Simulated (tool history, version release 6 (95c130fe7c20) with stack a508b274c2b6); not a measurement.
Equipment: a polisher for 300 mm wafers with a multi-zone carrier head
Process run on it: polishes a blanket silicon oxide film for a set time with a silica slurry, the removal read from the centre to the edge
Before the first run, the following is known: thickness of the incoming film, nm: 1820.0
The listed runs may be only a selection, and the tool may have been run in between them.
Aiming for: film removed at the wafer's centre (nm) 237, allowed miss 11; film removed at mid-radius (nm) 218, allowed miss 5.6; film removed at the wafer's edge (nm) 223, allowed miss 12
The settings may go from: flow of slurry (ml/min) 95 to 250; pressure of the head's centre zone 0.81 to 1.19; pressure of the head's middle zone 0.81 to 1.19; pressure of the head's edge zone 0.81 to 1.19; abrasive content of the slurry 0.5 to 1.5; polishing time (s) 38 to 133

run,hour,flow of slurry (ml/min),pressure of the head's centre zone,pressure of the head's middle zone,pressure of the head's edge zone,abrasive content of the slurry,polishing time (s),film removed at the wafer's centre (nm),film removed at mid-radius (nm),film removed at the wafer's edge (nm)
1,0,160,1,1,1,1,85,268.62,258.48,247.48
2,2.4,160,1,1,1,0.85,85,232,229.27,220.64
3,4.8,160,0.97,1,1,0.85,85,234.99,230.67,224.59
4,6.5,160,0.97,1,1,0.7,85,194.6,194.71,189.28
5,8.4,160,0.97,1,1,0.7,77,173.63,180.71,173.49
6,9.1,160,0.97,1,1,0.7,69,158.49,159.84,153.11
7,16.6,165,0.99,1,1.04,0.75,69,168.25,170.5,173.97
8,23,175,1.03,1.01,1.05,0.8,69,188.7,181.75,180.37
9,24.9,185,1.05,1.03,1.08,0.8,69,196.37,187.09,182.74
10,32.2,195,1.07,1.01,1.18,1.05,70,241.6,228.73,239.98
11,34.2,190,1.07,1.01,1.16,1.05,70,242.04,228.56,235.43
12,39.2,185,1.07,1.01,1.15,1.05,70,241.47,225.79,233.97

Pick the move, out of 5, that brings all results within their allowed miss; only one does.
A,44.2,190,1.08,0.99,1.19,1.1,72,?,?,?
B,44.2,165,1.1,1.01,1.13,1.2,64,?,?,?
C,44.2,180,1.11,1.08,1.08,1.1,68,?,?,?
D,44.2,160,0.88,0.84,1.19,1.05,80,?,?,?
E,44.2,190,1.03,0.94,1.15,1.05,76,?,?,?

move,film removed at the wafer's centre (nm),film removed at mid-radius (nm),film removed at the wafer's edge (nm)
A,256.01,233.31,246.49
B,235.31,215.51,219.31
C,244.89,235.11,219.74
D,227.18,213.69,261.23
E,253.18,229.66,249.04
A: its largest miss is bigger than the last run's
B: every result lands within tolerance
C: its largest miss is bigger than the last run's
D: brings the last run's worst result on target, with another outside its allowed miss
E: its largest miss is bigger than the last run's
The move that meets every target is B.
